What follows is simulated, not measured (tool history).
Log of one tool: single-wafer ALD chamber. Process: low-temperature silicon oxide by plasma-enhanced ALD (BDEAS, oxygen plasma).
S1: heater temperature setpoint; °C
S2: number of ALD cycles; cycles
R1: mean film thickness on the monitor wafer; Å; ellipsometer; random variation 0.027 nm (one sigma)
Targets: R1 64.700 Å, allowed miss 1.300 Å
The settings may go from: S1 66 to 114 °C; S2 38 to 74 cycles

{"run": 1, "hour": 0.0, "S1": 90, "S2": 56, "R1": 75.101}
{"run": 2, "hour": 8.6, "S1": 94, "S2": 54, "R1": 71.823}
{"run": 3, "hour": 15.9, "S1": 94, "S2": 47, "R1": 62.289}
{"run": 4, "hour": 19.0, "S1": 92, "S2": 47, "R1": 62.82}
{"run": 5, "hour": 23.0, "S1": 97, "S2": 47, "R1": 61.579}
{"run": 6, "hour": 28.9, "S1": 92, "S2": 47, "R1": 62.391}
{"run": 7, "hour": 36.8, "S1": 91, "S2": 47, "R1": 62.991}
{"run": 8, "hour": 39.5, "S1": 90, "S2": 47, "R1": 62.979}
{"run": 9, "hour": 43.0, "S1": 89, "S2": 47, "R1": 63.963}

4 next moves are on the table. One of them brings every result within its allowed miss. Which?
{"run": "A", "hour": 46.5, "S1": 95, "S2": 49, "R1": "?"}
{"run": "B", "hour": 46.5, "S1": 89, "S2": 46, "R1": "?"}
{"run": "C", "hour": 46.5, "S1": 92, "S2": 46, "R1": "?"}
{"run": "D", "hour": 46.5, "S1": 93, "S2": 46, "R1": "?"}

move=A R1=64.683
move=B R1=62.199
move=C R1=61.461
move=D R1=61.215
A: meets every target
B: further off than the last run
C: further off than the last run
D: further off than the last run
Move A is the one to make.
